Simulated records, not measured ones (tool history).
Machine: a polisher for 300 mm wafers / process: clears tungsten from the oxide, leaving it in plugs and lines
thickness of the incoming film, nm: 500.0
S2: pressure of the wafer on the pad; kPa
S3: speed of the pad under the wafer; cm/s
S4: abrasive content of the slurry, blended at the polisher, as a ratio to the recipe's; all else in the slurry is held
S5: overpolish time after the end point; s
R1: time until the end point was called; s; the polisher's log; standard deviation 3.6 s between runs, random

run 1 hour=0.0 | flow_of_slurry_(ml/min)=210 S2=20.0 S3=136 S4=1.0 S5=4 | R1=116.67
run 2 hour=5.3 | flow_of_slurry_(ml/min)=210 S2=20.0 S3=156 S4=1.0 S5=4 | R1=102.93
run 3 hour=9.4 | flow_of_slurry_(ml/min)=170 S2=20.0 S3=156 S4=1.0 S5=4 | R1=103.26
run 4 hour=15.3 | flow_of_slurry_(ml/min)=170 S2=17.9 S3=148 S4=1.0 S5=4 | R1=117.78
run 5 hour=16.4 | flow_of_slurry_(ml/min)=170 S2=15.9 S3=138 S4=1.0 S5=4 | R1=138.83
run 6 hour=19.8 | flow_of_slurry_(ml/min)=170 S2=13.8 S3=138 S4=1.0 S5=4 | R1=148.29
run 7 hour=23.4 | flow_of_slurry_(ml/min)=170 S2=12.4 S3=130 S4=1.0 S5=4 | R1=174.50
run 8 hour=28.2 | flow_of_slurry_(ml/min)=170 S2=11.7 S3=126 S4=1.0 S5=4 | R1=184.15
run 9 hour=35.1 | flow_of_slurry_(ml/min)=170 S2=11.0 S3=124 S4=1.0 S5=4 | R1=196.45
run 10 hour=38.4 | flow_of_slurry_(ml/min)=170 S2=10.3 S3=122 S4=1.0 S5=4 | R1=198.45
run 11 hour=41.1 | flow_of_slurry_(ml/min)=170 S2=10.3 S3=120 S4=1.0 S5=4 | R1=200.82

Forecast run 12:
run 12 hour=48.9 | flow_of_slurry_(ml/min)=170 S2=10.3 S3=118 S4=1.0 S5=4 | R1=?

Run 12 came out at R1 208.11 s.
